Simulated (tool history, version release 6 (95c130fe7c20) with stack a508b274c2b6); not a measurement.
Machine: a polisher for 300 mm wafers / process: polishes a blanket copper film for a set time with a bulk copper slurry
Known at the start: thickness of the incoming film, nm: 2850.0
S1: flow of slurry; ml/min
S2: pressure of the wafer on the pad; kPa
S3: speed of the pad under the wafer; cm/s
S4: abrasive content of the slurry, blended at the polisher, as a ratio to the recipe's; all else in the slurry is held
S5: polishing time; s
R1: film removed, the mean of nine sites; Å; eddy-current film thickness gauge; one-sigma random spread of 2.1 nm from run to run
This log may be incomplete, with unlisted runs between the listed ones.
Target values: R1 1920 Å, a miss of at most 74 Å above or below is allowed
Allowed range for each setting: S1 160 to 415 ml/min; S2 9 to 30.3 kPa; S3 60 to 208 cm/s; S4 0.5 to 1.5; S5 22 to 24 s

run  hour   S1    S2   S3   S4  S5      R1
  1     0  265  19.3  134    1  24  2535.2
  2   7.5  265  19.3  134  1.1  24  2553.7
  3   8.4  265  18.6  134  1.1  24  2512.7
  4  11.3  265  18.6  134  1.1  24  2526.9
  5  12.9  225  18.6  134  1.1  24  2461.3
  6  14.3  225  17.9  134  1.1  24  2343.9
  7  23.2  225  17.9  134  1.1  24  2370.9
  8  25.2  225  17.2  134  1.1  24  2311.3
  9  28.5  225  16.5  134  1.1  24  2261.1

Consider the 5 candidate settings below. Which is the only one whose results all fall within their allowed miss of target?
  A  31.8  185  14.5  194   1.2  24   ?
  B  31.8  240  18.6  150  1.25  24   ?
  C  31.8  250  13.1  134  1.15  23   ?
  D  31.8  240  22.1  146  1.05  24   ?
  E  31.8  205  22.1  124   1.1  22   ?

move      R1
   A  2957.1
   B  2862.6
   C  1919.7
   D  3067.5
   E  2365.9
A: misses by more than the last run did
B: misses by more than the last run did
C: in spec on every target
D: misses by more than the last run did
E: misses by more than the last run did
Answer: C

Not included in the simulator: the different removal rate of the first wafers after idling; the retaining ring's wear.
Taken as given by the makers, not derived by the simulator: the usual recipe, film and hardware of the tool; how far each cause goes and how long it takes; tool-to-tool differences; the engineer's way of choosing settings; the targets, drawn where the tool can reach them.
